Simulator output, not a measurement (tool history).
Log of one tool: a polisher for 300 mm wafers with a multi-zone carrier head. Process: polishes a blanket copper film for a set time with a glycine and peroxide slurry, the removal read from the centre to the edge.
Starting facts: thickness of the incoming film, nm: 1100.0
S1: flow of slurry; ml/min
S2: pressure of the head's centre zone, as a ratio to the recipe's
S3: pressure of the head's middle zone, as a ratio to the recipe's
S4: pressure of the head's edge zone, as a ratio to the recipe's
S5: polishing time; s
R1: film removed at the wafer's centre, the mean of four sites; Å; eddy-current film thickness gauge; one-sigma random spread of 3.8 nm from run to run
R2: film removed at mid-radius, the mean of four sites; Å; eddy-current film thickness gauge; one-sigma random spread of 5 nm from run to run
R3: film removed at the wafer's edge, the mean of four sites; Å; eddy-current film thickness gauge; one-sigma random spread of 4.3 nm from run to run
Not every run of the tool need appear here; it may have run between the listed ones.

run	hour	S1	S2	S3	S4	S5	R1	R2	R3
1	0	125	1	1	1	66	4030.8	4088.9	3822.9
2	0.6	150	1	1	1	66	4190.3	4071.3	3818.6
3	4.5	140	0.96	0.98	1	65	3857.4	3912.1	3897.9
4	10.5	140	0.96	1.04	1	65	3919.9	4146.4	3739.6
5	15.1	140	1.03	1.04	1	65	4128.8	4068.9	3748.1
6	20.5	140	0.96	1.04	1	65	3953.8	4218.4	3822.6
7	29.2	130	0.94	1.01	0.99	64	3722	3978.3	3773.1
8	37.6	125	0.93	1	0.98	63	3628.8	3882.9	3633.3

For run 9, what comes out?
9	43	120	0.91	0.98	0.98	63	?	?	?

R1: 3450 Å
R2: 3743 Å
R3: 3583.6 Å

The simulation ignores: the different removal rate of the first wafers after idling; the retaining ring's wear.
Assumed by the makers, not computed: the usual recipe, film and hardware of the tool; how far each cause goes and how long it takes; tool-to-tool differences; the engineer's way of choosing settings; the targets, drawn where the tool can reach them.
